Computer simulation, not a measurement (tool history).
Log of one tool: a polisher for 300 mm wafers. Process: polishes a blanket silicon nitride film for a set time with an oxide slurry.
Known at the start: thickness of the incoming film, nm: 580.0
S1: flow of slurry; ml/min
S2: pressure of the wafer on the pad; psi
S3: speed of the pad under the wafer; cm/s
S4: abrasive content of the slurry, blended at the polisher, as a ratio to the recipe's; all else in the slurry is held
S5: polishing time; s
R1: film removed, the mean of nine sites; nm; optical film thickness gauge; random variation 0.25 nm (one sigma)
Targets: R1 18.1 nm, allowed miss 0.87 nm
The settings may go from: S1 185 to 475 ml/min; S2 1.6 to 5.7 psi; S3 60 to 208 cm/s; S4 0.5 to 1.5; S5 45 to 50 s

run 1 hour=0 | S1=305 S2=3.6 S3=134 S4=1 S5=50 | R1=33.445
run 2 hour=7.8 | S1=305 S2=3.3 S3=132 S4=1 S5=50 | R1=30.611
run 3 hour=15.5 | S1=305 S2=3.3 S3=132 S4=1 S5=50 | R1=30.437
run 4 hour=22 | S1=305 S2=3 S3=130 S4=1 S5=50 | R1=26.825
run 5 hour=24.8 | S1=305 S2=2.8 S3=130 S4=1 S5=50 | R1=25.804
run 6 hour=32.1 | S1=305 S2=2.4 S3=130 S4=1 S5=50 | R1=22.545
run 7 hour=36.1 | S1=305 S2=2.3 S3=130 S4=1 S5=50 | R1=21.225
run 8 hour=41.2 | S1=305 S2=2.2 S3=130 S4=1 S5=50 | R1=20.553
run 9 hour=49.4 | S1=305 S2=2.1 S3=130 S4=1 S5=50 | R1=19.476
run 10 hour=49.9 | S1=305 S2=1.8 S3=130 S4=1 S5=50 | R1=17.172

Which of these 4 next moves meets every target?
run A hour=50.4 | S1=405 S2=2.2 S3=154 S4=0.7 S5=45 | R1=?
run B hour=50.4 | S1=285 S2=3.2 S3=94 S4=0.6 S5=46 | R1=?
run C hour=50.4 | S1=310 S2=2 S3=106 S4=1.1 S5=48 | R1=?
run D hour=50.4 | S1=330 S2=1.7 S3=138 S4=1 S5=47 | R1=?

move=A R1=18.381
move=B R1=16.329
move=C R1=16.001
move=D R1=16.027
A: meets every target
B: further off than the last run
C: further off than the last run
D: further off than the last run
Move A is the one to make.
